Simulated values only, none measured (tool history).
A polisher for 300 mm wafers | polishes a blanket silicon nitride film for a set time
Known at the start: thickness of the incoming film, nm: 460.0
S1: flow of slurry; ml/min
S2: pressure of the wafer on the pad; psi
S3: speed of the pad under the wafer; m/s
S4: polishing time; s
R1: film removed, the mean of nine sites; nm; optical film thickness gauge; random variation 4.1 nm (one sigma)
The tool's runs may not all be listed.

run	hour	S1	S2	S3	S4	R1
1	0.0	210	4.8	1.24	72	207.33
2	7.1	210	4.3	1.24	72	185.35
3	14.4	210	4.3	1.24	75	189.89
4	17.4	210	4.3	1.24	75	191.26
5	25.2	210	4.6	1.24	75	206.01
6	26.6	210	4.8	1.24	75	218.82
7	28.0	210	5.0	1.24	75	222.51
8	32.8	210	5.2	1.24	75	237.36
9	38.5	210	5.3	1.24	75	238.56

Run 10 comes next. What will it give?
10	41.5	210	5.5	1.24	75	?

Run 10 gave R1 244.86 nm.
